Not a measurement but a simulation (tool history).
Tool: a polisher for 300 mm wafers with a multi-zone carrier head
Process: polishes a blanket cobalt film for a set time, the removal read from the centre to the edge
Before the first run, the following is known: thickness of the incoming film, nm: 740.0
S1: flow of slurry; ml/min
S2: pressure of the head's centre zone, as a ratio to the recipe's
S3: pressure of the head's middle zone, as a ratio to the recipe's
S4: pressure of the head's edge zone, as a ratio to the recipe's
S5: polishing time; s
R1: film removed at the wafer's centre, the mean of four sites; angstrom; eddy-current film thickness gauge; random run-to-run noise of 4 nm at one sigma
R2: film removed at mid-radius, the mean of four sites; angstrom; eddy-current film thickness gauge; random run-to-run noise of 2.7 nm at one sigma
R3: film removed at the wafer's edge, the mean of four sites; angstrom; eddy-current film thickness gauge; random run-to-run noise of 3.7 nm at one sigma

Run 1, hour 0.0: S1 255 ml/min, S2 1.00, S3 1.00, S4 1.00, S5 41 s. Result: R1 2170.2 angstrom, R2 2140.3 angstrom, R3 2142.6 angstrom.
Run 2, hour 7.7: S1 255 ml/min, S2 1.01, S3 1.00, S4 1.01, S5 42 s. Result: R1 2242.5 angstrom, R2 2255.8 angstrom, R3 2200.3 angstrom.
Run 3, hour 8.5: S1 255 ml/min, S2 1.01, S3 1.00, S4 1.01, S5 47 s. Result: R1 2479.5 angstrom, R2 2522.0 angstrom, R3 2509.1 angstrom.
Run 4, hour 16.4: S1 255 ml/min, S2 1.02, S3 0.99, S4 1.01, S5 47 s. Result: R1 2530.9 angstrom, R2 2508.4 angstrom, R3 2508.3 angstrom.
Run 5, hour 24.4: S1 255 ml/min, S2 1.02, S3 0.99, S4 1.10, S5 47 s. Result: R1 2538.2 angstrom, R2 2479.7 angstrom, R3 2504.6 angstrom.
Run 6, hour 32.5: S1 255 ml/min, S2 0.98, S3 0.99, S4 1.10, S5 47 s. Result: R1 2456.6 angstrom, R2 2481.0 angstrom, R3 2537.1 angstrom.
Run 7, hour 38.7: S1 255 ml/min, S2 0.99, S3 0.98, S4 1.10, S5 47 s. Result: R1 2466.5 angstrom, R2 2547.3 angstrom, R3 2527.1 angstrom.
Run 8, hour 45.5: S1 255 ml/min, S2 0.99, S3 0.98, S4 1.10, S5 47 s. Result: R1 2526.8 angstrom, R2 2439.6 angstrom, R3 2542.6 angstrom.

Forecast run 9:
Run 9, hour 46.2: S1 255 ml/min, S2 1.00, S3 0.98, S4 1.10, S5 47 s. Result: R1 ?, R2 ?, R3 ?.

{"run 9": {"R1": 2469.2, "R2": 2479.5, "R3": 2609.6}}

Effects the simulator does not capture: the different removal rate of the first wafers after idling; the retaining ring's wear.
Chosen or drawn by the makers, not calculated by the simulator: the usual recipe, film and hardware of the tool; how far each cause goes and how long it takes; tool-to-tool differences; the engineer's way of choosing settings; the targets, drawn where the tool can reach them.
